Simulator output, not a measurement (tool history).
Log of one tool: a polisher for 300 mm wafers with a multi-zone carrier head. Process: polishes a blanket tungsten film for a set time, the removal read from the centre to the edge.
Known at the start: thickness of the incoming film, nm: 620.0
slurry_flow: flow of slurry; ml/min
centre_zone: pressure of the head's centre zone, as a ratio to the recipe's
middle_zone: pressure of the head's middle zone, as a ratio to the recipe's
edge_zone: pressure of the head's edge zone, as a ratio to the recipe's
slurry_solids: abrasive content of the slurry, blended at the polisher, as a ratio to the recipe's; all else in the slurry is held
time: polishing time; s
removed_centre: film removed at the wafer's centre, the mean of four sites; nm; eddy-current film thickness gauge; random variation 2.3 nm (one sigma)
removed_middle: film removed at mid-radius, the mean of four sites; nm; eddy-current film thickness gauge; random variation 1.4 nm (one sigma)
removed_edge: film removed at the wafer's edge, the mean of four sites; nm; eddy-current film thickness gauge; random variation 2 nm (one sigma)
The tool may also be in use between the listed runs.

run,hour,slurry_flow,centre_zone,middle_zone,edge_zone,slurry_solids,time,removed_centre,removed_middle,removed_edge
1,0.0,125,1.00,1.00,1.00,1.00,41,184.46,184.65,178.14
2,5.3,125,1.07,1.00,1.00,1.00,41,204.79,182.68,177.25
3,11.2,125,1.07,0.95,1.00,1.00,41,194.63,175.53,177.73
4,18.7,155,1.07,0.95,1.00,1.00,41,211.13,183.82,180.01
5,23.4,155,1.02,0.95,1.00,1.00,41,196.67,182.52,179.30
6,27.2,145,1.00,0.94,0.96,0.95,41,189.35,177.68,170.42
7,28.1,135,0.97,0.93,0.95,0.90,41,177.38,169.21,165.85

Run 8 comes next. What will it give?
8,35.2,130,0.95,0.93,0.94,0.90,41,?,?,?

removed_centre: 173.81 nm
removed_middle: 166.76 nm
removed_edge: 166.65 nm
